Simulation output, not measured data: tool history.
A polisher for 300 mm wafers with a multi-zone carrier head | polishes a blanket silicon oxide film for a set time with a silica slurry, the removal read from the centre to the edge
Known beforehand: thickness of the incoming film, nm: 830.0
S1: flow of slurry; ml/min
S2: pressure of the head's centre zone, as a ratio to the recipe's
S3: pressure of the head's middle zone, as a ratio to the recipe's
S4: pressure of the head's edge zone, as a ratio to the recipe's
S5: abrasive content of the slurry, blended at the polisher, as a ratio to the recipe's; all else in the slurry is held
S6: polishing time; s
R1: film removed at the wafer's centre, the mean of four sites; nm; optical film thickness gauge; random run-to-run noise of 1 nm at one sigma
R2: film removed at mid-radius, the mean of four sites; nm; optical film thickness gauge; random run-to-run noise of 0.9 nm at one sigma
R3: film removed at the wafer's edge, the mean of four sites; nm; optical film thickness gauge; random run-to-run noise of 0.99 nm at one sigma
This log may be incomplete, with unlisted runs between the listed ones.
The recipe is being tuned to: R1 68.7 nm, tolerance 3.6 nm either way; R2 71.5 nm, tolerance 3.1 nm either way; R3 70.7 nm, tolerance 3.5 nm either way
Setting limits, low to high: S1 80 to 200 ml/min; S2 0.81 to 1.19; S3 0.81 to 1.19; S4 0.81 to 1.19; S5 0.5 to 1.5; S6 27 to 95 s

run    day   S1    S2    S3    S4    S5  S6      R1      R2      R3
  1      0  130     1     1     1     1  61  150.42  153.07  149.68
  2  0.254  130  0.93     1     1     1  61  140.54  150.19  153.54
  3  0.612  125  0.93     1  0.98   0.9  55  121.61  130.06  124.78
  4  0.758  125  0.93     1  1.05   0.9  55  122.34  134.36  132.58
  5  0.842  125  0.93     1  0.98   0.9  55  120.53  131.44  130.97
  6  0.912  125  0.93     1  0.98   0.9  64  142.16   151.9  147.58
  7  1.079  120  0.92  0.98  0.96   0.8  59  119.56   132.3   128.1
  8  1.317  115  0.93  0.95  0.95  0.75  54  108.77  113.15  115.18
  9  1.583  115  0.93  0.95  0.94   0.7  50  97.173  101.74  102.58
 10  1.812  115  0.93  0.95  0.93  0.65  47  88.506  92.732  93.862
 11  1.971  115  0.93  0.95  0.92   0.6  45  81.561  86.621  83.392
 12  2.321  115  0.93  0.95  0.92   0.6  45  80.062  86.414  85.026
 13  2.688  115  0.93  0.94  0.91   0.6  44  78.524  81.657  79.722
 14  3.058  115  0.92  0.93  0.89   0.6  44  79.822  84.813   82.63
 15  3.225  115  0.92  0.93  0.89   0.6  43  77.292  81.397  80.319
 16  3.525  115  0.92  0.92  0.88   0.6  43  78.667  80.085  76.801
 17  3.617  110  0.91  0.91  0.88   0.6  43  75.322   79.29  76.828
 18    3.8  105  0.91   0.9  0.88   0.6  43  74.805  78.018  78.773
 19  4.021  105  0.91   0.9  0.87   0.6  43  73.254  75.141  75.251
 20  4.058  100  0.91   0.9  0.86   0.6  43  72.471  76.438  76.159
 21  4.162  100  0.91   0.9  0.85   0.6  43  72.719  76.989  75.776
 22  4.338  100  0.91  0.89  0.84   0.6  43  72.078  78.162  76.421

5 candidate next runs follow, results not yet known. Just one meets every target within its allowed miss. Identify it.
  A  4.512  130  0.88  0.88  0.85  0.55  40   ?   ?   ?
  B  4.512  105  0.87  0.96  0.81   0.5  47   ?   ?   ?
  C  4.512   90  0.86  0.92  0.81  0.65  44   ?   ?   ?
  D  4.512   80  0.87  0.81  1.04   0.7  40   ?   ?   ?
  E  4.512  155  0.86  1.16  0.81   0.6  35   ?   ?   ?

move      R1      R2      R3
   A  70.511  73.432  70.589
   B  73.481  81.824  74.691
   C  71.864  79.736  75.841
   D  64.554  66.707   77.61
   E  65.512  81.223  64.418
A: each result inside its tolerance
B: misses by more than the last run did
C: misses by more than the last run did
D: pushes the last run's worst result past its target
E: misses by more than the last run did
The move that meets every target is A.
